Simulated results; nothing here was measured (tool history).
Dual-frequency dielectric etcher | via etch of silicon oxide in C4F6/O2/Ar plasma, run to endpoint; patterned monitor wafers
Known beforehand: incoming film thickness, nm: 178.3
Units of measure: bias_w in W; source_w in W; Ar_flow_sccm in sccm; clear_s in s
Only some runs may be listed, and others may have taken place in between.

run  hour  bias_w  source_w  Ar_flow_sccm  clear_s
  1     0     633       410           218   31.888
  2   1.5     588       410           218   33.053
  3   7.7     588       450           218   31.603
  4  15.3     543       450           218   32.933
  5  22.9     543       450           190   32.291
  6  25.5     543       450           167    31.64
  7  31.4     506       440           168    32.91
  8  40.2     477       440           168   33.917
  9  44.6     387       440           168   37.126

Run 10 comes next. What will it give?
 10  52.7     394       440           168        ?

{"run 10": {"clear_s": 36.712}}

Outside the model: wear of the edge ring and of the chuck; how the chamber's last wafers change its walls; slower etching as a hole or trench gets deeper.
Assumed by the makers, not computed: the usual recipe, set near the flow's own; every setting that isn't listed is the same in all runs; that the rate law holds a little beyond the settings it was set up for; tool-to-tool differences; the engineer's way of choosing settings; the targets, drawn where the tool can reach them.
